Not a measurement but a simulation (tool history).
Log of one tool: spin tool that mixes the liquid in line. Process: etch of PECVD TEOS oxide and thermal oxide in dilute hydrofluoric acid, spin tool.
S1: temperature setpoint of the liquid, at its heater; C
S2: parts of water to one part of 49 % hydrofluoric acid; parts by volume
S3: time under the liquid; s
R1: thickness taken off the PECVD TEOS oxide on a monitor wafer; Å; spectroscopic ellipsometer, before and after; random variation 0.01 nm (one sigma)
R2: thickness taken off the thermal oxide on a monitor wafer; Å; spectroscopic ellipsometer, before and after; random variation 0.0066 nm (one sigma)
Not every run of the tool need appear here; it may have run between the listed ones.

Run 1, hour 0.0: S1 24.0 C, S2 290 parts by volume, S3 180 s. Result: R1 61.566 Å, R2 24.3150 Å.
Run 2, hour 2.0: S1 23.0 C, S2 325 parts by volume, S3 175 s. Result: R1 49.801 Å, R2 19.3820 Å.
Run 3, hour 8.2: S1 22.5 C, S2 355 parts by volume, S3 170 s. Result: R1 42.290 Å, R2 16.4750 Å.
Run 4, hour 16.2: S1 22.0 C, S2 380 parts by volume, S3 165 s. Result: R1 36.595 Å, R2 14.3180 Å.
Run 5, hour 24.6: S1 23.0 C, S2 380 parts by volume, S3 165 s. Result: R1 38.042 Å, R2 14.8330 Å.
Run 6, hour 27.0: S1 22.0 C, S2 400 parts by volume, S3 160 s. Result: R1 33.318 Å, R2 12.9230 Å.
Run 7, hour 28.2: S1 21.5 C, S2 420 parts by volume, S3 155 s. Result: R1 29.319 Å, R2 11.7370 Å.
Run 8, hour 34.0: S1 21.5 C, S2 435 parts by volume, S3 145 s. Result: R1 26.547 Å, R2 10.1360 Å.
Run 9, hour 35.9: S1 21.0 C, S2 450 parts by volume, S3 140 s. Result: R1 23.852 Å, R2 9.4031 Å.
Run 10, hour 36.6: S1 20.5 C, S2 460 parts by volume, S3 135 s. Result: R1 22.198 Å, R2 8.5691 Å.
Run 11, hour 38.7: S1 20.0 C, S2 470 parts by volume, S3 130 s. Result: R1 20.205 Å, R2 8.0156 Å.
Run 12, hour 44.5: S1 20.0 C, S2 480 parts by volume, S3 125 s. Result: R1 18.848 Å, R2 7.4155 Å.
Run 13, hour 45.1: S1 20.0 C, S2 480 parts by volume, S3 125 s. Result: R1 18.888 Å, R2 7.5746 Å.

For run 14, what comes out?
Run 14, hour 51.0: S1 20.0 C, S2 485 parts by volume, S3 120 s. Result: R1 ?, R2 ?.

R1: 17.862 Å
R2: 7.0702 Å
